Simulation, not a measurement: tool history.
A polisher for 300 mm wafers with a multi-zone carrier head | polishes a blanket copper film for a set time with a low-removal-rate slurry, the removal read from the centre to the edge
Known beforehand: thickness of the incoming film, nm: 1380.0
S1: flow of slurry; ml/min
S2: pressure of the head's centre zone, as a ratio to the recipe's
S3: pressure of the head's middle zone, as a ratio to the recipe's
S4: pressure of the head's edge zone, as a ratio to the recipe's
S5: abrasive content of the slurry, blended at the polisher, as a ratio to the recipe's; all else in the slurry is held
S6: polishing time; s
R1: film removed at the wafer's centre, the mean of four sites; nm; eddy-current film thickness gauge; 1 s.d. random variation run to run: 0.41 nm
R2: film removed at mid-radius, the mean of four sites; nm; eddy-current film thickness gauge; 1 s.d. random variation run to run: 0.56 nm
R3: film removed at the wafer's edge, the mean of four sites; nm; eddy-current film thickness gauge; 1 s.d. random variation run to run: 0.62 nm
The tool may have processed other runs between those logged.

| run | hour | S1 | S2 | S3 | S4 | S5 | S6 | R1 | R2 | R3 |
|---|---|---|---|---|---|---|---|---|---|---|
| 1 | 0.0 | 140 | 1.00 | 1.00 | 1.00 | 1.00 | 32 | 78.884 | 89.430 | 86.416 |
| 2 | 7.1 | 140 | 1.00 | 1.00 | 1.07 | 1.00 | 32 | 77.028 | 88.842 | 87.057 |
| 3 | 15.4 | 140 | 1.00 | 1.00 | 1.05 | 0.95 | 31 | 74.284 | 85.031 | 83.794 |
| 4 | 18.7 | 140 | 1.00 | 1.00 | 1.03 | 0.90 | 30 | 71.138 | 80.453 | 78.660 |
| 5 | 24.4 | 140 | 1.00 | 1.00 | 1.10 | 0.90 | 30 | 71.396 | 80.318 | 80.164 |
| 6 | 33.1 | 140 | 1.00 | 1.00 | 1.09 | 0.85 | 29 | 68.170 | 78.144 | 76.451 |
| 7 | 40.0 | 140 | 1.00 | 0.99 | 1.08 | 0.80 | 29 | 67.741 | 75.910 | 76.253 |
| 8 | 45.2 | 120 | 1.03 | 0.99 | 0.98 | 0.55 | 24 | 49.522 | 54.763 | 52.625 |
|  | 47.7 | centre zone pressure recalibrated |
| 9 | 47.7 | 125 | 1.03 | 0.99 | 0.98 | 0.55 | 24 | 57.125 | 55.223 | 53.302 |

Estimate the outcome of run 10 from the log above:
| 10 | 55.0 | 125 | 1.03 | 0.99 | 0.99 | 0.55 | 24 | ? | ? | ? |

{"run 10": {"R1": 57.506, "R2": 55.333, "R3": 54.711}}
